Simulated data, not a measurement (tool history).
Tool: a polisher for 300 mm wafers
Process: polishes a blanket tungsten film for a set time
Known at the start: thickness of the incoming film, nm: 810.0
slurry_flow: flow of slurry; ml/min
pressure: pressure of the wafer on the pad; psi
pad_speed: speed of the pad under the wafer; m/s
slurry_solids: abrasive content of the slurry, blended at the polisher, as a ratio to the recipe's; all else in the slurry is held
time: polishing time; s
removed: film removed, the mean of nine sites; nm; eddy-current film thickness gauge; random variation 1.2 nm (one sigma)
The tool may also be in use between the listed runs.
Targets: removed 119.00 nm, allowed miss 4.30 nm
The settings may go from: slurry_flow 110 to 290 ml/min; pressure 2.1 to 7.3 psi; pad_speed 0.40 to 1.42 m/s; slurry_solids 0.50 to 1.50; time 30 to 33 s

| run | hour | slurry_flow | pressure | pad_speed | slurry_solids | time | removed |
|---|---|---|---|---|---|---|---|
| 1 | 0.0 | 185 | 4.7 | 0.90 | 1.00 | 33 | 171.64 |
| 2 | 5.5 | 185 | 4.7 | 1.06 | 1.00 | 33 | 198.80 |
| 3 | 6.6 | 185 | 4.7 | 1.06 | 1.10 | 33 | 209.51 |
| 4 | 13.2 | 185 | 4.7 | 0.84 | 1.10 | 33 | 163.69 |
| 5 | 18.0 | 185 | 4.7 | 0.68 | 1.10 | 33 | 131.61 |
| 6 | 19.7 | 185 | 4.6 | 0.68 | 1.10 | 33 | 131.66 |
| 7 | 22.0 | 185 | 4.5 | 0.68 | 1.10 | 33 | 124.99 |
| 8 | 26.1 | 185 | 4.5 | 0.68 | 1.10 | 33 | 127.85 |
| 9 | 26.7 | 185 | 4.4 | 0.68 | 1.10 | 33 | 122.79 |

Which of these 4 next moves meets every target?
| A | 27.3 | 135 | 5.3 | 0.62 | 1.15 | 33 | ? |
| B | 27.3 | 165 | 3.4 | 0.96 | 0.90 | 33 | ? |
| C | 27.3 | 205 | 3.6 | 0.82 | 1.20 | 33 | ? |
| D | 27.3 | 165 | 3.5 | 0.88 | 0.95 | 32 | ? |

| move | removed |
|---|---|
| A | 132.82 |
| B | 127.87 |
| C | 127.24 |
| D | 118.64 |
A: further off than the last run
B: further off than the last run
C: further off than the last run
D: meets every target
The right move is D.
